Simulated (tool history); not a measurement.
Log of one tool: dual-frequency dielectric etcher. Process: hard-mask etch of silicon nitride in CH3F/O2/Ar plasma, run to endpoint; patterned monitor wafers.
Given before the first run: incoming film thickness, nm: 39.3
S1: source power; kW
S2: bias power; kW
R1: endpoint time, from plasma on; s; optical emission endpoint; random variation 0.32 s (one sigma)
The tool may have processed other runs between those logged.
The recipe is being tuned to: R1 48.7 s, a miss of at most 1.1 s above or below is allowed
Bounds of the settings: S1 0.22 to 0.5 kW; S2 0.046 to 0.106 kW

run	hour	S1	S2	R1
1	0	0.36	0.076	58.037
2	2.4	0.36	0.087	53.883
3	10	0.36	0.082	55.489
4	14.5	0.38	0.083	53.996
5	19.5	0.39	0.083	53.524
6	22.1	0.39	0.088	52.332
7	30.2	0.4	0.089	51.113
8	31.8	0.41	0.089	50.083
9	39.2	0.42	0.089	50.116

Next run, 5 choices. One meets every target within its allowed miss, the rest don't. Which?
A	46.6	0.38	0.095	?
B	46.6	0.4	0.089	?
C	46.6	0.34	0.096	?
D	46.6	0.38	0.09	?
E	46.6	0.44	0.091	?

move	R1
A	50.558
B	50.918
C	52.934
D	51.843
E	48.303
A: its largest miss is bigger than the last run's
B: its largest miss is bigger than the last run's
C: its largest miss is bigger than the last run's
D: its largest miss is bigger than the last run's
E: hits every target within its allowed miss
Go with E: it meets all targets.
